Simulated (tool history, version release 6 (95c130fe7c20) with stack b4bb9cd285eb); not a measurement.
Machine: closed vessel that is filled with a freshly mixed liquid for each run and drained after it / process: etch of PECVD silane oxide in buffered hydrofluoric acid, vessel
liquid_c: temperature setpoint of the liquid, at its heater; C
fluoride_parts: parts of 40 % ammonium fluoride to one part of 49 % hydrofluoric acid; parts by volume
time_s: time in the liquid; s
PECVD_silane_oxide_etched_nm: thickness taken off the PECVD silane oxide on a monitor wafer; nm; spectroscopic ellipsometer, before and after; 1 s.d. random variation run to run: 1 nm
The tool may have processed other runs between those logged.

run	hour	liquid_c	fluoride_parts	time_s	PECVD_silane_oxide_etched_nm
1	0	24	11	30	48.894
2	8.4	25	10	30	56.015
3	9.4	26	9.5	30	62.843
4	11	23.5	9.5	30	54.31
5	19.6	25	9.5	30	58.994
6	25.2	26	9	30	65.461
7	27.1	27	8.5	30	71.476
8	33.4	27.5	8	30	77.506
9	37	27.5	8	30	78.493
10	38.8	28	8	30	81.097
11	40.3	28.5	8	30	84.342
12	44.5	29	8	30	85.954
13	48.4	29.5	8	30	87.724
14	53.3	30	8	30	90.311

Forecast run 15:
15	59.6	30.5	8	30	?

PECVD_silane_oxide_etched_nm: 93.417 nm
